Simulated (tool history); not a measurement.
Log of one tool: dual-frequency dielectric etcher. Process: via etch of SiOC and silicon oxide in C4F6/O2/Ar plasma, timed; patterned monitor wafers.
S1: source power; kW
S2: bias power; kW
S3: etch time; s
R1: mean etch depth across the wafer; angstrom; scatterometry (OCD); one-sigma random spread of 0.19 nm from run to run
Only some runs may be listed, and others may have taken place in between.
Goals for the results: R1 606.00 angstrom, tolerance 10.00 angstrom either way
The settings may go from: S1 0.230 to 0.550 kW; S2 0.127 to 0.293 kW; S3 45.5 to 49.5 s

{"run": 1, "hour": 0.0, "S1": 0.39, "S2": 0.21, "S3": 49.5, "R1": 554.7}
{"run": 2, "hour": 1.6, "S1": 0.41, "S2": 0.212, "S3": 49.5, "R1": 567.41}
{"run": 3, "hour": 6.4, "S1": 0.43, "S2": 0.213, "S3": 49.5, "R1": 575.83}
{"run": 4, "hour": 11.7, "S1": 0.48, "S2": 0.213, "S3": 49.5, "R1": 595.8}
{"run": 5, "hour": 12.9, "S1": 0.48, "S2": 0.181, "S3": 49.5, "R1": 562.73}
{"run": 6, "hour": 14.6, "S1": 0.52, "S2": 0.181, "S3": 49.5, "R1": 575.18}
{"run": 7, "hour": 17.3, "S1": 0.53, "S2": 0.186, "S3": 49.5, "R1": 586.63}
{"run": 8, "hour": 22.7, "S1": 0.53, "S2": 0.189, "S3": 49.5, "R1": 591.36}
{"run": 9, "hour": 26.7, "S1": 0.53, "S2": 0.191, "S3": 49.5, "R1": 592.94}

Which one of the following 5 next-run settings gets every result inside its allowed miss? There is exactly one.
{"run": "A", "hour": 30.7, "S1": 0.54, "S2": 0.201, "S3": 47.5, "R1": "?"}
{"run": "B", "hour": 30.7, "S1": 0.55, "S2": 0.207, "S3": 47.5, "R1": "?"}
{"run": "C", "hour": 30.7, "S1": 0.55, "S2": 0.203, "S3": 49.5, "R1": "?"}
{"run": "D", "hour": 30.7, "S1": 0.55, "S2": 0.191, "S3": 47.5, "R1": "?"}
{"run": "E", "hour": 30.7, "S1": 0.55, "S2": 0.181, "S3": 49.5, "R1": "?"}

move=A R1=582.03
move=B R1=590.72
move=C R1=611.80
move=D R1=575.97
move=E R1=590.32
A: lands further from the targets than the last run did
B: lands further from the targets than the last run did
C: all results in spec
D: lands further from the targets than the last run did
E: lands further from the targets than the last run did
Move C is the one to make.

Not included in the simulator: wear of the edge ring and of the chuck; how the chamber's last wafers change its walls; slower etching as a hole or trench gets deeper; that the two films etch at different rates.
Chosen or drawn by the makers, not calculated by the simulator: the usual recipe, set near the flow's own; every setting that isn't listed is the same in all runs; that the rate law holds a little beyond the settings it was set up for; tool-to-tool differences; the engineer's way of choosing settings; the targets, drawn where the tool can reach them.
